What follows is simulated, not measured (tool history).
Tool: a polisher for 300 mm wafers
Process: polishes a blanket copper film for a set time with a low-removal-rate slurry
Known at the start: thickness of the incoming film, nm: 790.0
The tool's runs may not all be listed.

run,hour,flow of slurry (ml/min),pressure of the wafer on the pad (kPa),speed of the pad under the wafer (cm/s),abrasive content of the slurry,polishing time (s),film removed (nm)
1,0,280,14.5,138,1,65,193.05
2,8.6,280,14.5,138,1.2,65,204.41
3,11.1,220,14.5,138,1.2,65,195.76
4,19.6,220,14.5,138,1.2,68,204.02
5,22.1,220,14.5,124,1.2,68,182.13
6,25.9,215,13.8,124,1.2,68,175.89

Run 7 comes next. What will it give?
7,29.6,210,13.1,124,1.2,68,?

{"run 7": {"film removed (nm)": 169.18}}

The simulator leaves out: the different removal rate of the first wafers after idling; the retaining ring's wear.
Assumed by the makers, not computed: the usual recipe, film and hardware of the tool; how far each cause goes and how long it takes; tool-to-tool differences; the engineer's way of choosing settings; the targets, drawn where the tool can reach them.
